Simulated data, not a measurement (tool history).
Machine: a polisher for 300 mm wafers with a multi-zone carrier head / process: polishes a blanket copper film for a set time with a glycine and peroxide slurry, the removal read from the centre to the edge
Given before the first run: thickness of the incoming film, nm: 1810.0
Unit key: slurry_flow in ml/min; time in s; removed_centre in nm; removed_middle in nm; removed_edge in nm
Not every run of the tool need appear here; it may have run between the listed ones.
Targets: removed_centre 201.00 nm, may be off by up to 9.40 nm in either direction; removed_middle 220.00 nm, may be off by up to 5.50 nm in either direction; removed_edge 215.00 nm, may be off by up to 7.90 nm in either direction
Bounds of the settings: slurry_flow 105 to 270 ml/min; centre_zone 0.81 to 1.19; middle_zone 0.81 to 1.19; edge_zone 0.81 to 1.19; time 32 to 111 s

| run | hour | slurry_flow | centre_zone | middle_zone | edge_zone | time | removed_centre | removed_middle | removed_edge |
|---|---|---|---|---|---|---|---|---|---|
| 1 | 0.0 | 175 | 1.00 | 1.00 | 1.00 | 71 | 405.64 | 398.41 | 397.28 |
| 2 | 3.4 | 170 | 0.98 | 0.99 | 0.98 | 66 | 364.31 | 367.38 | 364.87 |
| 3 | 9.7 | 170 | 0.98 | 0.99 | 0.98 | 82 | 440.65 | 448.72 | 452.26 |
| 4 | 14.2 | 165 | 0.97 | 0.98 | 0.96 | 76 | 399.91 | 420.31 | 419.54 |
| 5 | 19.8 | 165 | 0.97 | 0.98 | 0.89 | 76 | 407.06 | 410.34 | 405.74 |
| 6 | 26.6 | 160 | 0.96 | 0.98 | 0.88 | 70 | 364.39 | 385.29 | 370.44 |
| 7 | 27.2 | 155 | 0.95 | 0.97 | 0.88 | 65 | 334.76 | 347.75 | 347.74 |
| 8 | 33.4 | 155 | 0.90 | 1.04 | 0.81 | 45 | 217.49 | 256.33 | 226.64 |
| 9 | 34.1 | 155 | 0.90 | 1.03 | 0.81 | 44 | 213.37 | 248.78 | 226.19 |
| 10 | 40.2 | 155 | 0.90 | 1.02 | 0.81 | 43 | 208.56 | 241.69 | 220.78 |
| 11 | 48.5 | 155 | 0.90 | 1.02 | 0.81 | 43 | 212.20 | 240.67 | 218.17 |
| 12 | 53.2 | 150 | 0.90 | 1.01 | 0.81 | 43 | 202.50 | 238.15 | 219.70 |
| 13 | 58.2 | 150 | 0.91 | 1.00 | 0.81 | 43 | 207.68 | 235.01 | 220.85 |
| 14 | 64.0 | 145 | 0.91 | 1.00 | 0.81 | 43 | 210.68 | 232.76 | 219.09 |
| 15 | 67.5 | 140 | 0.91 | 1.00 | 0.81 | 43 | 207.69 | 232.53 | 216.11 |
| 16 | 70.4 | 115 | 0.90 | 0.95 | 0.84 | 43 | 193.03 | 211.56 | 212.22 |

5 candidate next runs follow, results not yet known. Just one meets every target within its allowed miss. Identify it.
| A | 73.3 | 135 | 0.86 | 0.86 | 0.86 | 45 | ? | ? | ? |
| B | 73.3 | 105 | 0.84 | 0.98 | 0.83 | 45 | ? | ? | ? |
| C | 73.3 | 120 | 1.01 | 1.03 | 0.81 | 39 | ? | ? | ? |
| D | 73.3 | 125 | 0.92 | 0.98 | 0.85 | 43 | ? | ? | ? |
| E | 73.3 | 120 | 0.89 | 0.94 | 0.83 | 41 | ? | ? | ? |

| move | removed_centre | removed_middle | removed_edge |
|---|---|---|---|
| A | 200.53 | 210.97 | 229.96 |
| B | 180.32 | 218.45 | 215.53 |
| C | 197.45 | 205.49 | 190.35 |
| D | 200.67 | 219.93 | 215.41 |
| E | 182.61 | 200.35 | 202.12 |
A: misses by more than the last run did
B: brings the result that was furthest off to its target, and leaves another outside
C: misses by more than the last run did
D: meets every target
E: misses by more than the last run did
Correct choice: D, which meets every target

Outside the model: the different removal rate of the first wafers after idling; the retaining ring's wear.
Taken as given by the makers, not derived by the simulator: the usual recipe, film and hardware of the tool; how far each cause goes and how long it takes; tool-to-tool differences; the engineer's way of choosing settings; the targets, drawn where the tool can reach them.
